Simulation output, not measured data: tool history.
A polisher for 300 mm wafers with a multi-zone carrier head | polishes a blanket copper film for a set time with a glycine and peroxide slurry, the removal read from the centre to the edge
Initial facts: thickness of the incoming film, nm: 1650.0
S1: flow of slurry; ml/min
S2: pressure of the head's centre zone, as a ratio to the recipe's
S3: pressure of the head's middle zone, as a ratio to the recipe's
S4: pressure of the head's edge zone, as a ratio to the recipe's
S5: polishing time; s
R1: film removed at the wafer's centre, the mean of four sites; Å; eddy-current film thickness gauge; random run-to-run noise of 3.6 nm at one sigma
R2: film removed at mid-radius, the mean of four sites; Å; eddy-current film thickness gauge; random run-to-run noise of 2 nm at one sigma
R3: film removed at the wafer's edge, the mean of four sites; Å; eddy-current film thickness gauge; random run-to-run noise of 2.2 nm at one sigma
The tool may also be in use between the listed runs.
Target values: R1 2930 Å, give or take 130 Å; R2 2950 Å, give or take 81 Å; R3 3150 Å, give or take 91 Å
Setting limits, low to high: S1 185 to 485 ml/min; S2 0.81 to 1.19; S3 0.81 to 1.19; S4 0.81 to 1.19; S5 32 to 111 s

Run 1, hour 0: S1 310 ml/min, S2 1, S3 1, S4 1, S5 71 s. Result: R1 2580.2 Å, R2 2493.9 Å, R3 2431.3 Å.
Run 2, hour 4.8: S1 310 ml/min, S2 1.07, S3 1, S4 1, S5 71 s. Result: R1 2737.8 Å, R2 2465.3 Å, R3 2428.8 Å.
Run 3, hour 7.5: S1 375 ml/min, S2 1.07, S3 1, S4 1, S5 71 s. Result: R1 2768.9 Å, R2 2517.7 Å, R3 2449.4 Å.
Run 4, hour 15.9: S1 370 ml/min, S2 1.05, S3 1, S4 1.03, S5 73 s. Result: R1 2832.4 Å, R2 2591.3 Å, R3 2572.8 Å.
Run 5, hour 22.4: S1 370 ml/min, S2 1.05, S3 1, S4 1.03, S5 81 s. Result: R1 3095.9 Å, R2 2900 Å, R3 2817.8 Å.
Run 6, hour 27.9: S1 370 ml/min, S2 1.05, S3 1, S4 0.99, S5 81 s. Result: R1 3129.1 Å, R2 2877.1 Å, R3 2798 Å.
Run 7, hour 33.3: S1 370 ml/min, S2 1.03, S3 0.99, S4 1.02, S5 82 s. Result: R1 3104.4 Å, R2 2915.3 Å, R3 2844.1 Å.
Run 8, hour 38.7: S1 365 ml/min, S2 1.01, S3 0.98, S4 1.05, S5 83 s. Result: R1 3154.4 Å, R2 2911.9 Å, R3 2973.4 Å.
Run 9, hour 39.9: S1 365 ml/min, S2 0.99, S3 0.98, S4 1.06, S5 83 s. Result: R1 2981.3 Å, R2 2899.5 Å, R3 2971.2 Å.
Run 10, hour 48.6: S1 365 ml/min, S2 0.99, S3 0.98, S4 1.07, S5 83 s. Result: R1 3020 Å, R2 2908.3 Å, R3 2936.7 Å.
Run 11, hour 55: S1 365 ml/min, S2 0.98, S3 0.97, S4 1.09, S5 84 s. Result: R1 3055 Å, R2 2928.6 Å, R3 3040.4 Å.

Exactly one of the 4 candidate moves below puts every result within its allowed miss. Which one?
Run A, hour 61.4: S1 365 ml/min, S2 0.89, S3 0.89, S4 1.16, S5 86 s. Result: R1 ?, R2 ?, R3 ?.
Run B, hour 61.4: S1 420 ml/min, S2 1.02, S3 1.02, S4 1, S5 83 s. Result: R1 ?, R2 ?, R3 ?.
Run C, hour 61.4: S1 410 ml/min, S2 0.98, S3 1, S4 1.04, S5 80 s. Result: R1 ?, R2 ?, R3 ?.
Run D, hour 61.4: S1 305 ml/min, S2 0.93, S3 0.97, S4 1.12, S5 87 s. Result: R1 ?, R2 ?, R3 ?.

move      R1      R2      R3
   A  2884.1  2781.8  3209.3
   B  3233.7  3041.9  2895.5
   C  2987.9  2878.5  2841.5
   D  2993.7  2971.6  3143.2
A: brings the last run's worst result on target, with another outside its allowed miss
B: further off than the last run
C: further off than the last run
D: each result inside its tolerance
Correct choice: D, which meets every target
